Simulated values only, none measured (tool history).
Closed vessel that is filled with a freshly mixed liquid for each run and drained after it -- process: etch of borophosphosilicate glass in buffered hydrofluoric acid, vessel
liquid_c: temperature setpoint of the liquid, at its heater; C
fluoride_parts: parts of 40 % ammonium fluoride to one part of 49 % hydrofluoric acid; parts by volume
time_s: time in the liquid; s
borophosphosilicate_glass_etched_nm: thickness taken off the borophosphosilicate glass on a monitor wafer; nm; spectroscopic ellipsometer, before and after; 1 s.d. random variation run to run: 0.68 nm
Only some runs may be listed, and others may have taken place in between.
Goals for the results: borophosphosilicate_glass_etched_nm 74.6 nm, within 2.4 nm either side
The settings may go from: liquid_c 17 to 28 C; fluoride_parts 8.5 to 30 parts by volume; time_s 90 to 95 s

run  hour  liquid_c  fluoride_parts  time_s  borophosphosilicate_glass_etched_nm
  1     0        20              23      90                               44.277
  2   6.8      21.5            22.5      90                               49.033
  3   9.8        23              22      90                               53.722
  4  16.1        23            25.5      90                               48.073
  5  23.5        24              24      90                               54.602
  6  26.9        24              24      95                               57.262
  7  34.8        25            23.5      95                                60.55
  8  43.4      25.5              23      95                               62.766
  9  49.3        28              21      95                               78.384

Exactly one of the 5 candidate moves below puts every result within its allowed miss. Which one?
  A  55.2      27.5              17      90                                    ?
  B  55.2      25.5            15.5      90                                    ?
  C  55.2      27.5            19.5      90                                    ?
  D  55.2      26.5            18.5      95                                    ?
  E  55.2      25.5              16      90                                    ?

move  borophosphosilicate_glass_etched_nm
   A                               86.966
   B                               85.517
   C                               75.937
   D                               80.006
   E                               82.877
A: its largest miss is bigger than the last run's
B: its largest miss is bigger than the last run's
C: every result within its allowed miss
D: its largest miss is bigger than the last run's
E: its largest miss is bigger than the last run's
So the answer is move C, the one that meets all the targets.
